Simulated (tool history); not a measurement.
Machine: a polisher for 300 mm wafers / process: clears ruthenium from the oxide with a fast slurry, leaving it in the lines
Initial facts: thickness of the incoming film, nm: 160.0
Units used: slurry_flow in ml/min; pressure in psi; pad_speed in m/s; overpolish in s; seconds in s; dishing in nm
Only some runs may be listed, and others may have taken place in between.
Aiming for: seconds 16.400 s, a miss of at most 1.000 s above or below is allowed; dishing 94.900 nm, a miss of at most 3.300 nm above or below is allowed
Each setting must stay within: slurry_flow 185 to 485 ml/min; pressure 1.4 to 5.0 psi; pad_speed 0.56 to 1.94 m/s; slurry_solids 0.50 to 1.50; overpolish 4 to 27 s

run,hour,slurry_flow,pressure,pad_speed,slurry_solids,overpolish,seconds,dishing
1,0.0,310,3.2,1.24,1.00,14,21.449,75.218
2,5.8,310,3.5,1.24,1.00,14,18.711,78.744
3,10.4,240,3.5,1.24,1.00,14,20.234,78.899
4,12.7,240,3.5,1.24,1.00,9,19.649,56.120
5,20.8,235,3.6,1.26,1.00,11,18.827,68.114
6,27.7,185,3.6,1.26,1.00,11,18.398,66.825
7,33.7,185,3.7,1.26,1.00,12,18.696,73.072
8,36.0,185,3.9,1.26,1.00,13,17.476,79.392
9,39.2,185,3.9,1.28,1.00,14,16.855,85.472
10,41.5,185,3.9,1.28,1.00,14,17.181,85.054
11,49.3,185,3.9,1.28,1.00,14,16.955,85.805
12,57.9,185,3.9,1.28,1.00,15,17.775,86.569
# hour 60.0: head pressure recalibrated
13,60.0,190,4.0,1.28,1.00,15,18.530,85.516
14,68.2,190,4.0,1.32,1.00,15,17.745,87.381
15,69.1,190,4.1,1.34,1.00,15,17.268,87.598

Which single option among these 4 for the next run brings every result within its allowed miss of target? Just one does.
A,70.0,185,4.6,1.12,0.90,21,?,?
B,70.0,195,3.3,1.46,1.05,15,?,?
C,70.0,185,4.7,1.20,1.05,16,?,?
D,70.0,185,4.1,1.38,1.00,12,?,?

move,seconds,dishing
A,18.623,102.370
B,18.544,84.112
C,15.955,95.916
D,16.253,79.209
A: takes the result that was furthest off past its target
B: lands further from the targets than the last run did
C: meets every target
D: lands further from the targets than the last run did
Correct choice: C, which meets every target

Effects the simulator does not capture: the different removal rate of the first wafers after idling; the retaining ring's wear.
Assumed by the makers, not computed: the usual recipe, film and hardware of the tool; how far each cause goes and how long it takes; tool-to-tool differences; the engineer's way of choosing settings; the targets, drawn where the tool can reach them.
